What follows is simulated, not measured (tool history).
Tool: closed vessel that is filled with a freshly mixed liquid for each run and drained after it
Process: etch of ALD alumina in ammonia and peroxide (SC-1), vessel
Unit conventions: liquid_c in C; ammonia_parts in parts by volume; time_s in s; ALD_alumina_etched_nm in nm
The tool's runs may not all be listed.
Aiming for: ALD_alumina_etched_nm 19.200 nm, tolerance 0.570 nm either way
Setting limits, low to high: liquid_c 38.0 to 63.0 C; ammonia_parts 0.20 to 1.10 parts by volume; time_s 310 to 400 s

run 1 day=0.000 | liquid_c=47.0 ammonia_parts=0.60 time_s=400 | ALD_alumina_etched_nm=14.981
run 2 day=0.092 | liquid_c=47.0 ammonia_parts=0.75 time_s=400 | ALD_alumina_etched_nm=15.709
run 3 day=0.192 | liquid_c=47.0 ammonia_parts=0.80 time_s=400 | ALD_alumina_etched_nm=16.069
run 4 day=0.550 | liquid_c=47.0 ammonia_parts=0.80 time_s=400 | ALD_alumina_etched_nm=15.479
run 5 day=0.575 | liquid_c=48.0 ammonia_parts=0.80 time_s=400 | ALD_alumina_etched_nm=16.685
run 6 day=0.604 | liquid_c=49.0 ammonia_parts=0.80 time_s=400 | ALD_alumina_etched_nm=17.693
run 7 day=0.812 | liquid_c=49.5 ammonia_parts=0.80 time_s=400 | ALD_alumina_etched_nm=18.146
run 8 day=1.154 | liquid_c=50.0 ammonia_parts=0.80 time_s=400 | ALD_alumina_etched_nm=18.872

Exactly one of the 5 candidate moves below puts every result within its allowed miss. Which one?
run A day=1.496 | liquid_c=52.0 ammonia_parts=0.65 time_s=400 | ALD_alumina_etched_nm=?
run B day=1.496 | liquid_c=50.0 ammonia_parts=1.05 time_s=400 | ALD_alumina_etched_nm=?
run C day=1.496 | liquid_c=49.5 ammonia_parts=0.65 time_s=400 | ALD_alumina_etched_nm=?
run D day=1.496 | liquid_c=54.0 ammonia_parts=0.85 time_s=310 | ALD_alumina_etched_nm=?
run E day=1.496 | liquid_c=51.0 ammonia_parts=0.60 time_s=370 | ALD_alumina_etched_nm=?

move=A ALD_alumina_etched_nm=20.350
move=B ALD_alumina_etched_nm=19.096
move=C ALD_alumina_etched_nm=17.748
move=D ALD_alumina_etched_nm=18.018
move=E ALD_alumina_etched_nm=17.691
A: takes the biggest miss from the last run beyond its target
B: hits every target within its allowed miss
C: the biggest miss grows against the last run
D: the biggest miss grows against the last run
E: the biggest miss grows against the last run
Go with B: it meets all targets.

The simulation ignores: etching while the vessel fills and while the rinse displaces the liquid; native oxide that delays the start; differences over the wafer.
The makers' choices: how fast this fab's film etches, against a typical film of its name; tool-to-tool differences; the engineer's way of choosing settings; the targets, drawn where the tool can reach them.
